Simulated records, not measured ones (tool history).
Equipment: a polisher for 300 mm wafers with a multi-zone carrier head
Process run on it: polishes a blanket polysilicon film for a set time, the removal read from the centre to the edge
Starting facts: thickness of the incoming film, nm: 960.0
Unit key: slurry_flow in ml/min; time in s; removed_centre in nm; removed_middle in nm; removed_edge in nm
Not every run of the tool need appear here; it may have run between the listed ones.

Run 1, hour 0.0: slurry_flow 130 ml/min, centre_zone 1.00, middle_zone 1.00, edge_zone 1.00, time 40 s. Result: removed_centre 309.86 nm, removed_middle 297.02 nm, removed_edge 279.32 nm.
Run 2, hour 2.8: slurry_flow 135 ml/min, centre_zone 0.99, middle_zone 1.00, edge_zone 1.02, time 41 s. Result: removed_centre 323.67 nm, removed_middle 308.09 nm, removed_edge 295.02 nm.
Run 3, hour 6.5: slurry_flow 135 ml/min, centre_zone 0.91, middle_zone 1.00, edge_zone 1.02, time 41 s. Result: removed_centre 295.68 nm, removed_middle 305.03 nm, removed_edge 290.52 nm.
Run 4, hour 12.5: slurry_flow 135 ml/min, centre_zone 0.91, middle_zone 1.00, edge_zone 0.94, time 41 s. Result: removed_centre 300.51 nm, removed_middle 302.95 nm, removed_edge 280.65 nm.
Run 5, hour 21.1: slurry_flow 135 ml/min, centre_zone 0.91, middle_zone 1.05, edge_zone 0.94, time 41 s. Result: removed_centre 294.38 nm, removed_middle 317.02 nm, removed_edge 277.98 nm.
Run 6, hour 25.7: slurry_flow 140 ml/min, centre_zone 0.91, middle_zone 1.04, edge_zone 0.96, time 41 s. Result: removed_centre 303.39 nm, removed_middle 320.07 nm, removed_edge 286.36 nm.
Run 7, hour 30.8: slurry_flow 145 ml/min, centre_zone 0.90, middle_zone 1.03, edge_zone 0.98, time 41 s. Result: removed_centre 299.82 nm, removed_middle 318.21 nm, removed_edge 290.25 nm.
Run 8, hour 38.7: slurry_flow 150 ml/min, centre_zone 0.90, middle_zone 1.02, edge_zone 1.00, time 41 s. Result: removed_centre 299.68 nm, removed_middle 315.12 nm, removed_edge 296.31 nm.
Run 9, hour 40.9: slurry_flow 155 ml/min, centre_zone 0.90, middle_zone 1.02, edge_zone 1.02, time 41 s. Result: removed_centre 301.63 nm, removed_middle 318.87 nm, removed_edge 299.17 nm.
Run 10, hour 42.0: slurry_flow 160 ml/min, centre_zone 0.90, middle_zone 1.01, edge_zone 1.04, time 41 s. Result: removed_centre 312.30 nm, removed_middle 320.30 nm, removed_edge 298.17 nm.
At hour 44.0: centre zone pressure recalibrated.
Run 11, hour 44.0: slurry_flow 155 ml/min, centre_zone 0.90, middle_zone 1.00, edge_zone 1.05, time 42 s. Result: removed_centre 290.30 nm, removed_middle 326.31 nm, removed_edge 308.55 nm.
Run 12, hour 50.0: slurry_flow 160 ml/min, centre_zone 0.91, middle_zone 0.99, edge_zone 1.06, time 42 s. Result: removed_centre 288.07 nm, removed_middle 314.74 nm, removed_edge 313.57 nm.
Run 13, hour 58.9: slurry_flow 165 ml/min, centre_zone 0.93, middle_zone 0.99, edge_zone 1.07, time 42 s. Result: removed_centre 302.40 nm, removed_middle 320.47 nm, removed_edge 312.95 nm.

Forecast run 14:
Run 14, hour 66.4: slurry_flow 165 ml/min, centre_zone 0.94, middle_zone 0.98, edge_zone 1.08, time 43 s. Result: removed_centre ?, removed_middle ?, removed_edge ?.

For run 14 the tool returned removed_centre 308.80 nm, removed_middle 327.29 nm, removed_edge 324.80 nm.
